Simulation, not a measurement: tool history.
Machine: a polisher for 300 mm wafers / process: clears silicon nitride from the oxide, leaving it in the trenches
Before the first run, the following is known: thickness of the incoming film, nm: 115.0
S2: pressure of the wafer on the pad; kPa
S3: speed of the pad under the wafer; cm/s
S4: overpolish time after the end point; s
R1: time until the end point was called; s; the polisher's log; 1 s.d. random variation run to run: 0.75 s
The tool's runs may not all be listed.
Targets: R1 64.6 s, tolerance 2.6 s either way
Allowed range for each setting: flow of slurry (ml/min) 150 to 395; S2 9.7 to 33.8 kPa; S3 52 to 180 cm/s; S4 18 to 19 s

run 1 day=0 | flow_of_slurry_(ml/min)=250 S2=21.4 S3=116 S4=18 | R1=102.87
run 2 day=0.292 | flow_of_slurry_(ml/min)=250 S2=26.2 S3=116 S4=18 | R1=84.198
run 3 day=0.392 | flow_of_slurry_(ml/min)=250 S2=30.3 S3=116 S4=18 | R1=73.343
run 4 day=0.417 | flow_of_slurry_(ml/min)=250 S2=31 S3=116 S4=18 | R1=72.125
run 5 day=0.688 | flow_of_slurry_(ml/min)=250 S2=31 S3=96 S4=18 | R1=84.54
run 6 day=1.05 | flow_of_slurry_(ml/min)=250 S2=31 S3=96 S4=19 | R1=82.933
run 7 day=1.167 | flow_of_slurry_(ml/min)=250 S2=31.7 S3=98 S4=19 | R1=80.698
run 8 day=1.358 | flow_of_slurry_(ml/min)=250 S2=31.7 S3=100 S4=19 | R1=80.563
run 9 day=1.633 | flow_of_slurry_(ml/min)=250 S2=31.7 S3=102 S4=19 | R1=78.821
run 10 day=1.95 | flow_of_slurry_(ml/min)=250 S2=31.7 S3=104 S4=19 | R1=76.683
run 11 day=2.129 | flow_of_slurry_(ml/min)=250 S2=31.7 S3=104 S4=19 | R1=79.055
run 12 day=2.375 | flow_of_slurry_(ml/min)=250 S2=31.7 S3=106 S4=19 | R1=76.748

Of the 5 settings listed for the next run, only one would bring every result within its allowed miss of target. Which one?
run A day=2.621 | flow_of_slurry_(ml/min)=245 S2=32.4 S3=126 S4=19 | R1=?
run B day=2.621 | flow_of_slurry_(ml/min)=225 S2=33.1 S3=114 S4=18 | R1=?
run C day=2.621 | flow_of_slurry_(ml/min)=305 S2=33.8 S3=128 S4=18 | R1=?
run D day=2.621 | flow_of_slurry_(ml/min)=240 S2=33.1 S3=88 S4=18 | R1=?
run E day=2.621 | flow_of_slurry_(ml/min)=215 S2=33.8 S3=104 S4=18 | R1=?

move=A R1=64.425
move=B R1=69.71
move=C R1=59.649
move=D R1=86.783
move=E R1=74.518
A: every result lands within tolerance
B: closer than the last run, but not yet in spec
C: moves the result that the last run missed by most past its target, out the other side
D: further off than the last run
E: closer than the last run, but not yet in spec
A meets every target.
